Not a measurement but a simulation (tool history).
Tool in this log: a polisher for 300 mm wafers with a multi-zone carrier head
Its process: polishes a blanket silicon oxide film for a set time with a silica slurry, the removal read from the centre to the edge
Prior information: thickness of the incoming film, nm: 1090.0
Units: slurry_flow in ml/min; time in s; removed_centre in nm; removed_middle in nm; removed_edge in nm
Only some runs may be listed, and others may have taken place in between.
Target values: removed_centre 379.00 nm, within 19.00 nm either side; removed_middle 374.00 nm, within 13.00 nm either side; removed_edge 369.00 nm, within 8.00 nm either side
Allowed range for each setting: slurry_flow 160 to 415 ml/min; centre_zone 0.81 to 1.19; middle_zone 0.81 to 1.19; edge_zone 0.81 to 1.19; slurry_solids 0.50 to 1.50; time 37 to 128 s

run  hour  slurry_flow  centre_zone  middle_zone  edge_zone  slurry_solids  time  removed_centre  removed_middle  removed_edge
  1   0.0          265         1.00         1.00       1.00           1.00    82          262.28          260.19        266.62
  2   8.5          270         1.01         1.02       1.02           1.05    82          270.89          268.62        274.18
  3  15.3          270         1.04         1.02       1.02           1.05    82          278.99          270.51        277.71
  4  20.3          275         1.05         1.04       1.04           1.10    82          286.17          283.94        282.94
  5  28.8          275         1.09         1.04       1.04           1.10    82          290.23          281.74        282.25
  6  32.4          275         1.09         1.04       0.98           1.10    82          290.62          279.86        275.76
  7  35.5          315         1.13         1.10       1.08           1.35    85          357.07          334.18        333.67
  8  38.6          315         1.13         1.11       1.09           1.35    85          361.90          339.59        335.41
  9  46.9          315         1.13         1.12       1.10           1.35    85          363.63          339.44        335.41
 10  49.6          315         1.12         1.13       1.11           1.35    85          354.30          353.32        336.06
 11  57.2          315         1.12         1.13       1.12           1.35    85          360.05          347.43        334.04
 12  61.1          320         1.11         1.13       1.12           1.35    85          362.73          346.71        335.45
 13  69.0          315         1.10         1.13       1.12           1.35    85          347.47          345.78        334.29
 14  71.6          315         1.10         1.13       1.13           1.35    85          347.74          344.99        336.69
 15  75.7          315         1.10         1.13       1.14           1.35    85          348.17          347.39        338.79
 16  78.9          315         1.10         1.13       1.15           1.35    85          348.19          352.41        338.73
 17  86.0          325         1.11         1.13       1.17           1.45    85          358.34          358.47        358.01

Pick the move, out of 5, that brings all results within their allowed miss; only one does.
  A  93.1          395         1.15         1.03       1.15           1.50    84               ?               ?             ?
  B  93.1          340         1.11         1.16       1.14           1.45    85               ?               ?             ?
  C  93.1          315         1.10         1.12       1.17           1.50    88               ?               ?             ?
  D  93.1          270         1.01         1.18       1.19           1.50    87               ?               ?             ?
  E  93.1          315         1.19         1.17       1.05           1.30    89               ?               ?             ?

move  removed_centre  removed_middle  removed_edge
   A          382.81          343.68        354.08
   B          364.57          375.69        348.38
   C          376.00          379.76        368.34
   D          335.65          387.07        362.76
   E          388.92          376.57        333.88
A: misses by more than the last run did
B: misses by more than the last run did
C: each result inside its tolerance
D: the furthest-off result lands on target, but another misses its tolerance
E: misses by more than the last run did
The right move is C.

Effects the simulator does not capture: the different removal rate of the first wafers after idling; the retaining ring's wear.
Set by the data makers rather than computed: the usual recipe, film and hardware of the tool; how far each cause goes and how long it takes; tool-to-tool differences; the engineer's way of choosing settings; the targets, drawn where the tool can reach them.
